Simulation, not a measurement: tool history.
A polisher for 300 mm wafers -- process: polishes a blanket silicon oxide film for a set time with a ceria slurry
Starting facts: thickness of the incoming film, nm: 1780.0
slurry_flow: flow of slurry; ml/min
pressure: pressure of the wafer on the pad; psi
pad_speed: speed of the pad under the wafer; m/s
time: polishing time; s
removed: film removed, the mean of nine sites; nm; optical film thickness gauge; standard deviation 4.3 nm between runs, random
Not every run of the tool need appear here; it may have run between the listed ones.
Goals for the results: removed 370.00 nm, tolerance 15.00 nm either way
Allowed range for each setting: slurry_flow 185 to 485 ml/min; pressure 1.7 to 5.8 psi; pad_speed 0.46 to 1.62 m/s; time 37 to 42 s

run  hour  slurry_flow  pressure  pad_speed  time  removed
  1   0.0          310       3.7       1.04    42   232.05
  2   7.7          310       3.0       1.04    42   194.41
  3  13.3          310       3.0       0.94    42   173.87
  4  15.3          375       3.0       0.94    42   174.67
  5  17.4          375       3.0       1.18    42   222.09
     21.4  -- slurry nozzle cleaned
  6  21.4          375       3.0       1.18    42   228.41
  7  22.5          375       3.5       1.18    42   261.43
  8  25.9          375       3.8       1.18    42   278.66
  9  34.5          375       4.1       1.18    42   300.42
 10  36.2          375       4.3       1.18    42   319.48

Next run, 4 choices. One meets every target within its allowed miss, the rest don't. Which?
  A  37.9          410       3.7       1.36    39        ?
  B  37.9          415       4.0       1.38    37        ?
  C  37.9          390       4.6       1.00    41        ?
  D  37.9          285       5.6       1.14    40        ?

move  removed
   A   294.84
   B   306.15
   C   282.97
   D   372.45
A: misses by more than the last run did
B: misses by more than the last run did
C: misses by more than the last run did
D: every result lands within tolerance
D meets every target.
